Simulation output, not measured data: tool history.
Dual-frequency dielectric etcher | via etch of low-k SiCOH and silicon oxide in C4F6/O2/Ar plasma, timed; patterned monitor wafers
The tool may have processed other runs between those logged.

run,hour,source power (W),bias power (W),etch time (s),mean etch depth across the wafer (nm)
1,0.0,320,181,21,43.393
2,3.3,320,181,19,39.270
3,9.5,310,179,19,38.676
4,14.9,360,179,19,40.914
5,23.4,360,200,19,42.767
6,28.1,340,196,19,41.673
7,36.6,320,193,19,40.028
8,39.1,310,191,19,39.644

What does the tool deliver on the next run?
9,44.8,300,189,19,?

{"run 9": {"mean etch depth across the wafer (nm)": 38.947}}

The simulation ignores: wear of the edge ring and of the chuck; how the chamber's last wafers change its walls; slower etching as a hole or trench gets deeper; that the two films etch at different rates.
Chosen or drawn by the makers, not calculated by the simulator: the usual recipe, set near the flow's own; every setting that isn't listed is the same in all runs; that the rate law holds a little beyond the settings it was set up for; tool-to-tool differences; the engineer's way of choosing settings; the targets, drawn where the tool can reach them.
